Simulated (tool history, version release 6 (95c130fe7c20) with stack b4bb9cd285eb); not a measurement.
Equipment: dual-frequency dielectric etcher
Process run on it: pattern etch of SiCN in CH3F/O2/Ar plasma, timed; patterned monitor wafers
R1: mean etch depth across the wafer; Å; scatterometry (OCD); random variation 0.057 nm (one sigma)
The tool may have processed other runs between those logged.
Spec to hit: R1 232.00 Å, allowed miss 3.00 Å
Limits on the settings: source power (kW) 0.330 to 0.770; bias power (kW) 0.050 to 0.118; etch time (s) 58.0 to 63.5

Run 1, hour 0.0: source power (kW) 0.550, bias power (kW) 0.084, etch time (s) 63.5. Result: R1 285.06 Å.
Run 2, hour 6.9: source power (kW) 0.520, bias power (kW) 0.082, etch time (s) 63.5. Result: R1 277.76 Å.
Run 3, hour 12.4: source power (kW) 0.520, bias power (kW) 0.068, etch time (s) 63.5. Result: R1 259.00 Å.
Run 4, hour 20.6: source power (kW) 0.520, bias power (kW) 0.076, etch time (s) 63.5. Result: R1 270.14 Å.
Run 5, hour 26.1: source power (kW) 0.500, bias power (kW) 0.075, etch time (s) 63.5. Result: R1 263.65 Å.
Run 6, hour 30.9: source power (kW) 0.480, bias power (kW) 0.075, etch time (s) 63.5. Result: R1 259.77 Å.
Run 7, hour 39.5: source power (kW) 0.460, bias power (kW) 0.075, etch time (s) 63.5. Result: R1 256.00 Å.
Run 8, hour 45.7: source power (kW) 0.440, bias power (kW) 0.075, etch time (s) 63.5. Result: R1 250.63 Å.

Consider the 4 candidate settings below. Which is the only one whose results all fall within their allowed miss of target?
Run A, hour 51.9: source power (kW) 0.400, bias power (kW) 0.080, etch time (s) 58.0. Result: R1 ?.
Run B, hour 51.9: source power (kW) 0.460, bias power (kW) 0.063, etch time (s) 59.0. Result: R1 ?.
Run C, hour 51.9: source power (kW) 0.390, bias power (kW) 0.073, etch time (s) 60.5. Result: R1 ?.
Run D, hour 51.9: source power (kW) 0.430, bias power (kW) 0.079, etch time (s) 58.5. Result: R1 ?.

move      R1
   A  224.15
   B  223.36
   C  224.03
   D  232.20
A: moves the result that the last run missed by most past its target, out the other side
B: moves the result that the last run missed by most past its target, out the other side
C: moves the result that the last run missed by most past its target, out the other side
D: in spec on every target
D is the move that brings every result within its allowed miss.
